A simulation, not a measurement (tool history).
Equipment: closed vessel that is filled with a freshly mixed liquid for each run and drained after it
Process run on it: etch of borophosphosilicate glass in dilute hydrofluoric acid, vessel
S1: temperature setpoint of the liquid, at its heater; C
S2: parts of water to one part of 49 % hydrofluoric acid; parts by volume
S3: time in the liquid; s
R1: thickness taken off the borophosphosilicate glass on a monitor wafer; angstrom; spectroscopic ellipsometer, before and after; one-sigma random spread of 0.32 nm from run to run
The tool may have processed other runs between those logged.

Run 1, hour 0.0: S1 22.0 C, S2 130 parts by volume, S3 130 s. Result: R1 457.73 angstrom.
Run 2, hour 6.4: S1 21.0 C, S2 130 parts by volume, S3 130 s. Result: R1 439.89 angstrom.
Run 3, hour 10.1: S1 24.0 C, S2 130 parts by volume, S3 130 s. Result: R1 491.29 angstrom.
Run 4, hour 14.9: S1 26.0 C, S2 130 parts by volume, S3 130 s. Result: R1 532.02 angstrom.
Run 5, hour 18.7: S1 24.5 C, S2 130 parts by volume, S3 130 s. Result: R1 495.64 angstrom.
Run 6, hour 26.8: S1 24.5 C, S2 130 parts by volume, S3 140 s. Result: R1 550.23 angstrom.
Run 7, hour 33.1: S1 23.5 C, S2 135 parts by volume, S3 140 s. Result: R1 507.12 angstrom.
Run 8, hour 35.3: S1 22.5 C, S2 135 parts by volume, S3 140 s. Result: R1 480.09 angstrom.
Run 9, hour 36.2: S1 18.5 C, S2 140 parts by volume, S3 140 s. Result: R1 389.38 angstrom.

What does the tool deliver on the next run?
Run 10, hour 37.4: S1 17.5 C, S2 140 parts by volume, S3 140 s. Result: R1 ?.

Run 10 yielded R1 373.81 angstrom.

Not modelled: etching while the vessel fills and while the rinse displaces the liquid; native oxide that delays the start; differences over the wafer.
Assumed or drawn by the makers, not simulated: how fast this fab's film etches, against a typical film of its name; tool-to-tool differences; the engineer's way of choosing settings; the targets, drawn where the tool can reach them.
